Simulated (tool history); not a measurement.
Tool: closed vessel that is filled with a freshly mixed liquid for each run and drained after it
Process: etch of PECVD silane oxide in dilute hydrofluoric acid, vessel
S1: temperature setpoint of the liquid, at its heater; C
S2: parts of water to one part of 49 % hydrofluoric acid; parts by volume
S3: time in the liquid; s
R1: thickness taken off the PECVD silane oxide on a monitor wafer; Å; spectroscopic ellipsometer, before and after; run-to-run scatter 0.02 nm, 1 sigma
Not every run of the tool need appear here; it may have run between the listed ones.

run	day	S1	S2	S3	R1
1	0.000	26.0	130	30	56.456
2	0.042	26.0	95	30	80.773
3	0.217	26.0	95	30	81.070
4	0.433	25.5	95	30	79.613
5	0.492	29.0	95	30	90.916
6	0.558	28.0	95	30	87.869
7	0.858	27.0	95	30	84.626
8	0.921	26.0	95	30	80.786
9	1.200	25.5	95	30	79.385
10	1.288	25.0	95	30	78.145
11	1.421	24.5	95	30	76.388
12	1.567	24.0	95	30	74.649

Predict the results of run 13:
13	1.617	23.5	95	30	?

Run 13 measured R1 73.273 Å.
